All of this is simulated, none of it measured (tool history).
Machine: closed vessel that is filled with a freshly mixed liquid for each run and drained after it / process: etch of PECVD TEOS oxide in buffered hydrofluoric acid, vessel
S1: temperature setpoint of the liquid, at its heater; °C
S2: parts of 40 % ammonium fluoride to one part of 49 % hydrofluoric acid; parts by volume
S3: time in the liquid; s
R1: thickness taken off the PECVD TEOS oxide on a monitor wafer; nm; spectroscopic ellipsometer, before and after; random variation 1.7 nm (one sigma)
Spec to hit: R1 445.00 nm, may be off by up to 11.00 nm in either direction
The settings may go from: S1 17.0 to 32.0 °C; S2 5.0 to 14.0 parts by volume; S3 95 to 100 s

{"run": 1, "hour": 0.0, "S1": 25.0, "S2": 8.5, "S3": 95, "R1": 319.41}
{"run": 2, "hour": 8.6, "S1": 25.0, "S2": 7.0, "S3": 95, "R1": 395.71}
{"run": 3, "hour": 12.8, "S1": 25.5, "S2": 7.0, "S3": 95, "R1": 405.03}
{"run": 4, "hour": 18.3, "S1": 29.0, "S2": 7.0, "S3": 95, "R1": 487.95}
{"run": 5, "hour": 23.5, "S1": 28.5, "S2": 7.0, "S3": 95, "R1": 471.31}
{"run": 6, "hour": 26.1, "S1": 28.5, "S2": 7.0, "S3": 100, "R1": 497.73}
{"run": 7, "hour": 35.4, "S1": 28.0, "S2": 7.0, "S3": 100, "R1": 485.58}
{"run": 8, "hour": 36.5, "S1": 27.5, "S2": 7.0, "S3": 100, "R1": 474.55}
{"run": 9, "hour": 44.4, "S1": 27.0, "S2": 7.0, "S3": 100, "R1": 462.59}

Next run, 5 choices. One meets every target within its allowed miss, the rest don't. Which?
{"run": "A", "hour": 52.3, "S1": 25.0, "S2": 6.0, "S3": 95, "R1": "?"}
{"run": "B", "hour": 52.3, "S1": 27.0, "S2": 6.5, "S3": 95, "R1": "?"}
{"run": "C", "hour": 52.3, "S1": 28.0, "S2": 6.5, "S3": 95, "R1": "?"}
{"run": "D", "hour": 52.3, "S1": 28.5, "S2": 7.5, "S3": 100, "R1": "?"}
{"run": "E", "hour": 52.3, "S1": 28.0, "S2": 7.0, "S3": 100, "R1": "?"}

move=A R1=453.29
move=B R1=470.94
move=C R1=496.67
move=D R1=467.35
move=E R1=490.28
A: hits every target within its allowed miss
B: lands further from the targets than the last run did
C: lands further from the targets than the last run did
D: lands further from the targets than the last run did
E: lands further from the targets than the last run did
The move that meets every target is A.
